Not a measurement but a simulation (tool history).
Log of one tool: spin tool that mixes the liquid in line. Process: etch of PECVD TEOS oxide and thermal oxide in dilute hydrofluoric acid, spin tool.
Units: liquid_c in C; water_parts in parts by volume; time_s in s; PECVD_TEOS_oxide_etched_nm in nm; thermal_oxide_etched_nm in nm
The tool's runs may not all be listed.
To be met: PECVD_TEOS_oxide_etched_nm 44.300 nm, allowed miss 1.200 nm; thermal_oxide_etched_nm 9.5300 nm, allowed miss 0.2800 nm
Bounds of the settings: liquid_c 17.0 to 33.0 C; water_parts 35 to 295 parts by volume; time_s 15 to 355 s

| run | hour | liquid_c | water_parts | time_s | PECVD_TEOS_oxide_etched_nm | thermal_oxide_etched_nm |
|---|---|---|---|---|---|---|
| 1 | 0.0 | 25.0 | 165 | 180 | 21.736 | 4.6702 |
| 2 | 4.5 | 27.0 | 150 | 180 | 26.146 | 5.6447 |
| 3 | 9.3 | 27.0 | 120 | 180 | 33.873 | 7.3494 |
| 4 | 10.4 | 28.5 | 120 | 180 | 35.998 | 7.7281 |
| 5 | 11.6 | 31.0 | 120 | 180 | 39.484 | 8.6281 |
| 6 | 19.9 | 31.0 | 165 | 180 | 27.312 | 5.8868 |
| 7 | 21.0 | 31.5 | 155 | 180 | 29.923 | 6.4254 |
| 8 | 22.4 | 32.0 | 145 | 180 | 32.792 | 7.0744 |
| 9 | 29.6 | 32.0 | 135 | 180 | 35.724 | 7.8170 |
| 10 | 36.9 | 32.0 | 130 | 180 | 37.324 | 7.9957 |
| 11 | 40.8 | 32.0 | 125 | 180 | 39.467 | 8.5504 |
| 12 | 46.7 | 32.5 | 120 | 180 | 41.534 | 9.0567 |
|  | 50.9 | thermometer replaced |
| 13 | 50.9 | 32.5 | 115 | 180 | 47.922 | 10.3320 |
| 14 | 57.8 | 32.0 | 115 | 180 | 46.714 | 10.0720 |
| 15 | 65.1 | 31.5 | 115 | 180 | 46.138 | 9.9614 |

Which of these 4 next moves meets every target?
| A | 72.4 | 31.0 | 145 | 255 | ? | ? |
| B | 72.4 | 33.0 | 165 | 275 | ? | ? |
| C | 72.4 | 30.5 | 110 | 185 | ? | ? |
| D | 72.4 | 32.5 | 120 | 175 | ? | ? |

| move | PECVD_TEOS_oxide_etched_nm | thermal_oxide_etched_nm |
|---|---|---|
| A | 48.473 | 10.4200 |
| B | 47.953 | 10.3080 |
| C | 47.769 | 10.2690 |
| D | 43.924 | 9.4424 |
A: further off than the last run
B: further off than the last run
C: further off than the last run
D: meets every target
Answer: D
